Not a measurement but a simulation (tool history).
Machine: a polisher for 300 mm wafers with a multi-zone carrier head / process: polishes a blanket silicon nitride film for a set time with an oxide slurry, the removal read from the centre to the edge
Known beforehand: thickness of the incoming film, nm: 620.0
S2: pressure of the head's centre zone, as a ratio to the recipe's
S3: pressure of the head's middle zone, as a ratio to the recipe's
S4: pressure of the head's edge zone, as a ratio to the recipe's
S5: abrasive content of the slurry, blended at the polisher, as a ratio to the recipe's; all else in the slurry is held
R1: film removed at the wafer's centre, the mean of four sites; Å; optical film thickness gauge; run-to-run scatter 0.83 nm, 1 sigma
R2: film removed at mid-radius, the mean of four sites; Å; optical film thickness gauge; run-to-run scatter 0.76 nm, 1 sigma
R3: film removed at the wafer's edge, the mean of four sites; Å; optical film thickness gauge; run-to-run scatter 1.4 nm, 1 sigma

Run 1, hour 0.0: flow of slurry (ml/min) 215, S2 1.00, S3 1.00, S4 1.00, S5 1.00, polishing time (s) 81. Result: R1 664.20 Å, R2 659.71 Å, R3 666.03 Å.
Run 2, hour 5.6: flow of slurry (ml/min) 215, S2 1.07, S3 1.00, S4 1.00, S5 1.00, polishing time (s) 81. Result: R1 707.19 Å, R2 658.01 Å, R3 639.19 Å.
Run 3, hour 8.0: flow of slurry (ml/min) 225, S2 1.06, S3 1.04, S4 1.03, S5 1.10, polishing time (s) 84. Result: R1 781.49 Å, R2 757.29 Å, R3 718.09 Å.
Run 4, hour 11.5: flow of slurry (ml/min) 195, S2 1.06, S3 1.04, S4 1.03, S5 1.10, polishing time (s) 84. Result: R1 773.01 Å, R2 728.82 Å, R3 706.25 Å.
Run 5, hour 18.7: flow of slurry (ml/min) 215, S2 1.04, S3 1.07, S4 1.06, S5 1.20, polishing time (s) 85. Result: R1 807.93 Å, R2 802.91 Å, R3 771.59 Å.
Run 6, hour 25.6: flow of slurry (ml/min) 215, S2 1.04, S3 1.07, S4 1.12, S5 1.20, polishing time (s) 85. Result: R1 810.53 Å, R2 795.77 Å, R3 783.64 Å.

Run 7, settings as shown, results not yet in. Your forecast:
Run 7, hour 31.7: flow of slurry (ml/min) 270, S2 0.98, S3 1.17, S4 1.18, S5 1.45, polishing time (s) 96. Result: R1 ?, R2 ?, R3 ?.

{"run 7": {"R1": 950.28, "R2": 1109.3, "R3": 1024.4}}
